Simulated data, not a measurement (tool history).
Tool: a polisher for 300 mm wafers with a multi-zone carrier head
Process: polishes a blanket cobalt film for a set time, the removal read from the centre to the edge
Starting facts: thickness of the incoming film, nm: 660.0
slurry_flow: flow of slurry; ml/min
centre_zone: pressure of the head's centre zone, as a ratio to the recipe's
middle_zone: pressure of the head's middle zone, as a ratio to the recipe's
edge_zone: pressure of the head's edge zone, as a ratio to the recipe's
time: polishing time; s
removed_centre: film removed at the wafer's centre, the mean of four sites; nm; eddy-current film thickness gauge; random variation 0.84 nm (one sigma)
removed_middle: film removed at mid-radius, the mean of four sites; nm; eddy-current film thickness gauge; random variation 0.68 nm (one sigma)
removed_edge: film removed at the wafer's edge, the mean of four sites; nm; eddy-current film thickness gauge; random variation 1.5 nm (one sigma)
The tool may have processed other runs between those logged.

Run 1, hour 0: slurry_flow 215 ml/min, centre_zone 1, middle_zone 1, edge_zone 1, time 45 s. Result: removed_centre 195.55 nm, removed_middle 198.33 nm, removed_edge 198.42 nm.
Run 2, hour 2.9: slurry_flow 205 ml/min, centre_zone 0.97, middle_zone 0.98, edge_zone 0.98, time 41 s. Result: removed_centre 173.95 nm, removed_middle 178.13 nm, removed_edge 170.95 nm.
Run 3, hour 4.5: slurry_flow 205 ml/min, centre_zone 0.97, middle_zone 0.98, edge_zone 0.92, time 41 s. Result: removed_centre 174.07 nm, removed_middle 177.1 nm, removed_edge 170.35 nm.
Run 4, hour 8.8: slurry_flow 205 ml/min, centre_zone 0.97, middle_zone 0.98, edge_zone 0.96, time 41 s. Result: removed_centre 175.7 nm, removed_middle 177.37 nm, removed_edge 171.75 nm.
Run 5, hour 17.8: slurry_flow 190 ml/min, centre_zone 0.94, middle_zone 0.97, edge_zone 1, time 37 s. Result: removed_centre 152.69 nm, removed_middle 157.13 nm, removed_edge 156.84 nm.
Run 6, hour 20.1: slurry_flow 190 ml/min, centre_zone 0.94, middle_zone 0.97, edge_zone 1.05, time 37 s. Result: removed_centre 152.83 nm, removed_middle 157.55 nm, removed_edge 162.22 nm.
Run 7, hour 23.6: slurry_flow 185 ml/min, centre_zone 0.92, middle_zone 0.96, edge_zone 1.05, time 34 s. Result: removed_centre 134.91 nm, removed_middle 143.77 nm, removed_edge 149.7 nm.
Run 8, hour 27.3: slurry_flow 155 ml/min, centre_zone 0.83, middle_zone 0.86, edge_zone 0.95, time 23 s. Result: removed_centre 79.928 nm, removed_middle 85.478 nm, removed_edge 96.793 nm.
Run 9, hour 28: slurry_flow 175 ml/min, centre_zone 0.83, middle_zone 0.87, edge_zone 0.95, time 23 s. Result: removed_centre 80.904 nm, removed_middle 88.145 nm, removed_edge 97.097 nm.
Run 10, hour 30.7: slurry_flow 190 ml/min, centre_zone 0.84, middle_zone 0.88, edge_zone 0.96, time 23 s. Result: removed_centre 85.187 nm, removed_middle 90.704 nm, removed_edge 97.991 nm.
Run 11, hour 37.8: slurry_flow 195 ml/min, centre_zone 0.84, middle_zone 0.89, edge_zone 0.98, time 23 s. Result: removed_centre 84.286 nm, removed_middle 90.628 nm, removed_edge 94.599 nm.
Run 12, hour 39.8: slurry_flow 185 ml/min, centre_zone 0.85, middle_zone 0.9, edge_zone 0.99, time 23 s. Result: removed_centre 82.353 nm, removed_middle 91.338 nm, removed_edge 99.7 nm.
Run 13, hour 47.7: slurry_flow 190 ml/min, centre_zone 0.86, middle_zone 0.91, edge_zone 1, time 23 s. Result: removed_centre 86.758 nm, removed_middle 92.429 nm, removed_edge 100.14 nm.
Run 14, hour 51: slurry_flow 190 ml/min, centre_zone 0.86, middle_zone 0.92, edge_zone 1.01, time 23 s. Result: removed_centre 85.386 nm, removed_middle 93.403 nm, removed_edge 99.666 nm.

Run 15, settings as shown, results not yet in. Your forecast:
Run 15, hour 59.3: slurry_flow 190 ml/min, centre_zone 0.87, middle_zone 0.93, edge_zone 1.02, time 23 s. Result: removed_centre ?, removed_middle ?, removed_edge ?.

Run 15 came out at removed_centre 87.395 nm, removed_middle 93.451 nm, removed_edge 98.855 nm.
